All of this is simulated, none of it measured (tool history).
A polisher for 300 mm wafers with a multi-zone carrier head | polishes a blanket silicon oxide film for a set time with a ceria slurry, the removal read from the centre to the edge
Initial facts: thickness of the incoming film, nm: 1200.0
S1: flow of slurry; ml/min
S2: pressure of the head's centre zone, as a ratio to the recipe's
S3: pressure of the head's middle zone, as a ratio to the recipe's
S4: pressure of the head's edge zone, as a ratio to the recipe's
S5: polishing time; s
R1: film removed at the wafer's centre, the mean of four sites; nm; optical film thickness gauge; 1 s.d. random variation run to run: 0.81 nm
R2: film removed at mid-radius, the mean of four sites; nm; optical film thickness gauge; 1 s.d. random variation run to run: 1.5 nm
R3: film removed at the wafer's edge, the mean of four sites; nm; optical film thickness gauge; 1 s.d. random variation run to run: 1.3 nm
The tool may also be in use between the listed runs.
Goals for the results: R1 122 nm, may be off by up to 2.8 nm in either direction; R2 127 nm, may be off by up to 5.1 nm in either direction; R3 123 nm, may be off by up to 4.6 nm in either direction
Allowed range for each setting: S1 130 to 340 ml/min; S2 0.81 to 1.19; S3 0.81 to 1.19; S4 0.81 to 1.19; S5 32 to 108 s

run 1 day=0 | S1=220 S2=1 S3=1 S4=1 S5=70 | R1=244.17 R2=242.96 R3=239.21
run 2 day=0.333 | S1=265 S2=1 S3=1 S4=1 S5=70 | R1=250.09 R2=243.64 R3=240.55
run 3 day=0.421 | S1=265 S2=1 S3=0.96 S4=1 S5=70 | R1=250.75 R2=238.13 R3=243.76
run 4 day=0.683 | S1=230 S2=0.98 S3=0.95 S4=0.95 S5=60 | R1=209.45 R2=198.14 R3=201.67
run 5 day=1.017 | S1=185 S2=0.98 S3=0.95 S4=0.95 S5=60 | R1=199.07 R2=193.75 R3=194.26
run 6 day=1.308 | S1=185 S2=0.98 S3=0.95 S4=0.95 S5=52 | R1=171.62 R2=166.2 R3=169.48
run 7 day=1.608 | S1=180 S2=0.96 S3=0.95 S4=0.92 S5=48 | R1=155.69 R2=153.29 R3=152.44
run 8 day=1.746 | S1=180 S2=0.93 S3=0.94 S4=0.89 S5=46 | R1=143.67 R2=145.08 R3=143.13
run 9 day=1.783 | S1=175 S2=0.92 S3=0.93 S4=0.87 S5=45 | R1=137.24 R2=139.62 R3=139.33
run 10 day=1.942 | S1=170 S2=0.92 S3=0.93 S4=0.85 S5=44 | R1=135.22 R2=137.39 R3=135.87

Which one of the following 4 next-run settings gets every result inside its allowed miss? There is exactly one.
run A day=2.1 | S1=200 S2=0.89 S3=0.92 S4=0.81 S5=40 | R1=? R2=? R3=?
run B day=2.1 | S1=170 S2=0.98 S3=1.09 S4=0.81 S5=44 | R1=? R2=? R3=?
run C day=2.1 | S1=205 S2=1.15 S3=0.94 S4=0.81 S5=37 | R1=? R2=? R3=?
run D day=2.1 | S1=275 S2=0.99 S3=1.18 S4=0.81 S5=35 | R1=? R2=? R3=?

move=A R1=121.27 R2=127.32 R3=121.15
move=B R1=143.04 R2=157.48 R3=130.5
move=C R1=145.82 R2=120.16 R3=112.32
move=D R1=123.68 R2=143.1 R3=108.81
A: meets every target
B: the biggest miss grows against the last run
C: the biggest miss grows against the last run
D: brings the last run's worst result on target, with another outside its allowed miss
Answer: A
